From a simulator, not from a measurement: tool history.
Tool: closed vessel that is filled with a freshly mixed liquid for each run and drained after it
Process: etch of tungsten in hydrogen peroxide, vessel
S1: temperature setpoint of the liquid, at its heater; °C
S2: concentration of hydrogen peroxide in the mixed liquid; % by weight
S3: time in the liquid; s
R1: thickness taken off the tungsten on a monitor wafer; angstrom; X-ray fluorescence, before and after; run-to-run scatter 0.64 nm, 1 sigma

run,hour,S1,S2,S3,R1
1,0.0,57.0,19,85,973.99
2,5.0,57.0,19,85,978.25
3,11.5,64.0,19,85,1465.10
4,18.0,64.0,19,95,1634.90
5,24.2,59.0,19,95,1198.20
6,25.2,59.0,19,85,1079.40
7,33.8,56.5,19,85,932.37

Run 8 has not been measured yet. What should we expect?
8,40.9,54.5,19,85,?

Run 8 gave R1 833.42 angstrom.
